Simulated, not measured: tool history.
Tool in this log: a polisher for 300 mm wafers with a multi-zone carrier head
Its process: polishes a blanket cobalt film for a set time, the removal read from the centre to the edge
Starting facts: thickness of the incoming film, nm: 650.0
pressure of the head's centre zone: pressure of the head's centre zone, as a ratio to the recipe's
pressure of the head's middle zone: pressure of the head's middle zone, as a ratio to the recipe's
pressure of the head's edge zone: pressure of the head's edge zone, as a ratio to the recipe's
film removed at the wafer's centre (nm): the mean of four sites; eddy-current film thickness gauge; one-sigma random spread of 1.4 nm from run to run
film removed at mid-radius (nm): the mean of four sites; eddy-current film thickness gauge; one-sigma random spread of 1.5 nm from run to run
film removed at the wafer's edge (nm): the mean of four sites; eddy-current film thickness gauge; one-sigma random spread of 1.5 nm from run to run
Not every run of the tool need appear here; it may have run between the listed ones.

run,day,flow of slurry (ml/min),pressure of the head's centre zone,pressure of the head's middle zone,pressure of the head's edge zone,polishing time (s),film removed at the wafer's centre (nm),film removed at mid-radius (nm),film removed at the wafer's edge (nm)
1,0.000,210,1.00,1.00,1.00,35,155.60,152.38,149.77
2,0.100,210,1.00,1.00,0.92,35,154.72,153.47,145.14
3,0.350,210,1.00,1.00,0.97,35,156.46,156.46,150.94
4,0.562,205,0.99,0.99,0.96,33,146.38,141.83,141.93
5,0.921,205,0.99,0.99,1.04,33,142.77,142.83,145.56
6,0.962,205,0.98,0.99,1.02,31,135.71,135.44,133.13
7,1.104,205,0.96,0.98,1.02,30,127.11,128.87,129.36
8,1.292,205,0.95,0.97,1.00,29,121.16,123.48,124.50
9,1.471,205,0.95,0.97,0.99,29,121.42,123.18,125.54

For run 10, what comes out?
10,1.608,205,0.95,0.97,0.99,29,?,?,?

For run 10 the tool returned film removed at the wafer's centre (nm) 120.78, film removed at mid-radius (nm) 120.26, film removed at the wafer's edge (nm) 125.25.

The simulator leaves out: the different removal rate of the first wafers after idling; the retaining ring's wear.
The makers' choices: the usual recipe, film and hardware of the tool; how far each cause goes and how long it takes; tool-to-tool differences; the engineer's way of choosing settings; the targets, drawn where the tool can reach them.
